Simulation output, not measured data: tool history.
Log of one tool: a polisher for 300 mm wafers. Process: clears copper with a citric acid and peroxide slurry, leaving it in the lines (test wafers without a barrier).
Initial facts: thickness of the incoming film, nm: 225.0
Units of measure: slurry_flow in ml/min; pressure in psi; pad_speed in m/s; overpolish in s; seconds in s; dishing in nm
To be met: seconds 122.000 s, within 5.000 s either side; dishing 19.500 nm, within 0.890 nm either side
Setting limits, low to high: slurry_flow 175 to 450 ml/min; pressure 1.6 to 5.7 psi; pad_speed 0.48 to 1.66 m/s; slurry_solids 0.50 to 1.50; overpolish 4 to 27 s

run	hour	slurry_flow	pressure	pad_speed	slurry_solids	overpolish	seconds	dishing
1	0.0	290	3.6	1.06	1.00	14	89.134	18.272
2	8.7	290	3.6	1.06	1.00	17	87.398	20.056
3	10.6	290	3.5	1.06	1.00	18	89.908	20.479
4	13.2	290	3.4	1.06	1.00	18	92.778	19.943
5	18.0	290	3.4	1.06	1.00	22	94.627	22.536
6	20.2	355	3.4	1.06	1.00	22	92.110	22.632
7	22.0	355	3.3	1.06	1.00	22	94.252	21.937
8	27.7	355	2.3	1.04	1.00	24	134.540	19.100

Which of these 5 next moves meets every target?
A	33.4	315	1.7	1.24	1.10	27	?	?
B	33.4	310	2.4	1.04	0.95	23	?	?
C	33.4	365	2.2	1.04	1.10	25	?	?
D	33.4	365	2.4	1.00	1.05	25	?	?
E	33.4	315	2.2	1.24	0.90	23	?	?

move	seconds	dishing
A	151.910	19.180
B	133.750	19.120
C	139.040	19.539
D	134.160	19.986
E	123.860	19.842
A: further off than the last run
B: an improvement on the last run, though not all results are within tolerance
C: further off than the last run
D: about as far from the targets as the last run
E: all results in spec
Correct choice: E, which meets every target
